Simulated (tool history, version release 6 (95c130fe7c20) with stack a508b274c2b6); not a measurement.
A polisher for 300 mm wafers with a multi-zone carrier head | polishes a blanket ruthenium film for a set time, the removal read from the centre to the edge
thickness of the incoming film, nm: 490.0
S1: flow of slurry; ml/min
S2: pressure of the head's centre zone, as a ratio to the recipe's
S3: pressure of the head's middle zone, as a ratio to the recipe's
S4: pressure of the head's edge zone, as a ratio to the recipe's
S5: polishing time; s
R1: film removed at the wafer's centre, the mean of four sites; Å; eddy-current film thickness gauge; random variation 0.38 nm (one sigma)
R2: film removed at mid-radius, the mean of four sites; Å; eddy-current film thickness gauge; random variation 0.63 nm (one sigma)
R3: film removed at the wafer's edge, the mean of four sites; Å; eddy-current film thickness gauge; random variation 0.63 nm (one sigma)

run  hour   S1    S2    S3    S4  S5      R1      R2      R3
  1     0  210     1     1     1  69  875.25  908.08  895.88
  2   8.7  210     1     1  1.06  69  889.31  896.34   920.1
  3  12.5  210     1     1  1.06  62  782.03  787.55  841.96
  4  15.2  210     1     1  1.06  55   685.9  720.36  723.16
  5  20.4  185     1     1  1.06  55  687.61  701.35  734.53
  6  26.6  185  0.92     1  1.06  55  630.56  694.91  721.76
  7  33.3  155  0.82  1.08  0.96  36  360.97  482.69   446.7
  8  40.6  170  0.83  1.08  0.96  36  373.47  489.57  453.58
  9  49.5  185  0.84  1.09  0.96  36  383.62  502.76  464.83
 10  50.7  195  0.85   1.1  0.95  36  389.54  504.78  448.97
 11  58.2  205  0.85  1.11  0.96  36  388.94  517.19  469.55
 12  66.5  215  0.86  1.11  0.96  36  392.39  509.14   457.9

For run 13, what comes out?
 13  70.4  215  0.86  1.11  0.96  36   ?   ?   ?

Run 13 measured R1 395.2 Å, R2 509.92 Å, R3 464.72 Å.
